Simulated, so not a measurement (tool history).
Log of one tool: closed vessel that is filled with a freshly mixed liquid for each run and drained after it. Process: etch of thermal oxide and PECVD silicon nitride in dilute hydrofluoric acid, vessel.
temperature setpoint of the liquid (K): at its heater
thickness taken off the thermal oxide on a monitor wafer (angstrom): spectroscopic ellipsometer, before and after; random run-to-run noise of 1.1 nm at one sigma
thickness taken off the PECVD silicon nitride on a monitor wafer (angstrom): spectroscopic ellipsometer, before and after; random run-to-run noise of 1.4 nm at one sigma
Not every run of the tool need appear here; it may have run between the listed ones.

run	hour	temperature setpoint of the liquid (K)	parts of water to one part of 49 % hydrofluoric acid (parts by volume)	time in the liquid (s)	thickness taken off the thermal oxide on a monitor wafer (angstrom)	thickness taken off the PECVD silicon nitride on a monitor wafer (angstrom)
1	0	293.15	205	1595	296.85	381.02
2	7.3	293.15	150	1595	439.5	525.18
3	11.1	293.15	150	1910	521.67	616.32
4	15.7	293.65	130	1985	644.45	767.06
5	16.5	293.65	115	2055	773.38	886.04
6	20.3	293.65	115	1690	643.24	727.01
7	26.5	294.65	100	1705	782.33	906.4
8	28.1	294.65	100	1705	784.75	918.45
9	29	294.65	90	1735	914.45	1026.5
10	36	295.15	80	1665	1001.3	1153.5
11	43.5	295.15	75	1660	1079.1	1217.1
12	49.3	295.15	70	1620	1133.7	1287.5
13	50.8	295.15	65	1605	1214.8	1362.2
14	58.8	295.15	45	1710	1939.6	2080
15	65.3	295.15	50	1705	1735.4	1852.9
16	71.1	295.15	60	1705	1418.7	1596.2

Expected results for the next run?
17	71.9	294.65	60	1695	?	?

Run 17 produced thickness taken off the thermal oxide on a monitor wafer (angstrom) 1366.8, thickness taken off the PECVD silicon nitride on a monitor wafer (angstrom) 1491.2.
